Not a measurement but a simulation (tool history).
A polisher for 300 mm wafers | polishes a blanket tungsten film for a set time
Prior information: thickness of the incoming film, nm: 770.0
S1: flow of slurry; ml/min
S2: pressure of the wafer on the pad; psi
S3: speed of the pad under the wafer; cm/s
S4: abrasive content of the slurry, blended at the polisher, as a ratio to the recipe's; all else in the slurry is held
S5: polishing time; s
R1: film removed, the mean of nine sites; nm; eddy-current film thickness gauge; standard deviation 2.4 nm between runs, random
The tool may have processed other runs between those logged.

run,hour,S1,S2,S3,S4,S5,R1
1,0.0,305,2.9,136,1.0,74,362.21
2,6.3,305,2.9,136,1.0,78,369.70
3,12.8,305,2.9,136,1.1,78,385.11
4,16.0,305,2.9,136,1.0,78,369.53
5,19.4,305,2.6,136,1.0,78,349.70
6,21.1,305,2.2,134,1.0,78,300.65

Expected results for the next run?
7,24.5,305,2.0,134,1.0,78,?

{"run 7": {"R1": 277.71}}
